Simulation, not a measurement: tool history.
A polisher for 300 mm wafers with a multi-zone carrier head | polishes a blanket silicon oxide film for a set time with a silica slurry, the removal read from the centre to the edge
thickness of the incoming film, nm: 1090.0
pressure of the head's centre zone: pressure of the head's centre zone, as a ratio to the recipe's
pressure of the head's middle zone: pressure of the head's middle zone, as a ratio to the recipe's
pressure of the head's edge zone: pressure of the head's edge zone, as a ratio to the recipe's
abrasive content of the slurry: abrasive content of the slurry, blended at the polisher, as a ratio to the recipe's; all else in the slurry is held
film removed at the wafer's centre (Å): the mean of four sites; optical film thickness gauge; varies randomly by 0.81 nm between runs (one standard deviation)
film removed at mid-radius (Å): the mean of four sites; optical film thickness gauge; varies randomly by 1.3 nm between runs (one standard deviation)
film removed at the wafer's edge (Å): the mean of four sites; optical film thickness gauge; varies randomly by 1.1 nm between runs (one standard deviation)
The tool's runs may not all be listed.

| run | hour | flow of slurry (ml/min) | pressure of the head's centre zone | pressure of the head's middle zone | pressure of the head's edge zone | abrasive content of the slurry | polishing time (s) | film removed at the wafer's centre (Å) | film removed at mid-radius (Å) | film removed at the wafer's edge (Å) |
|---|---|---|---|---|---|---|---|---|---|---|
| 1 | 0 | 160 | 1 | 1 | 1 | 1 | 43 | 1183.4 | 1195.5 | 1187 |
| 2 | 7.4 | 155 | 0.98 | 1 | 1.03 | 1 | 43 | 1140.8 | 1220.6 | 1182.7 |
| 3 | 14.6 | 155 | 0.98 | 1 | 1.09 | 1 | 43 | 1146 | 1214.4 | 1223.7 |
| 4 | 21.8 | 155 | 0.97 | 0.98 | 1.11 | 1 | 43 | 1136.6 | 1181.3 | 1245.1 |
| 5 | 27.2 | 155 | 0.96 | 0.98 | 1.12 | 1 | 43 | 1129.5 | 1188.3 | 1248.1 |
| 6 | 32.8 | 155 | 0.95 | 0.97 | 1.13 | 1 | 43 | 1119.5 | 1174.8 | 1230 |
| 7 | 40.9 | 145 | 0.94 | 0.96 | 1.14 | 1.05 | 43 | 1112 | 1151 | 1248.5 |
| 8 | 44.3 | 145 | 0.93 | 0.96 | 1.15 | 1.05 | 43 | 1093.2 | 1158.6 | 1249.4 |

Run 9 has not been measured yet. What should we expect?
| 9 | 50.3 | 145 | 0.92 | 0.96 | 1.16 | 1.1 | 43 | ? | ? | ? |

film removed at the wafer's centre (Å): 1105.8
film removed at mid-radius (Å): 1169.4
film removed at the wafer's edge (Å): 1299.3
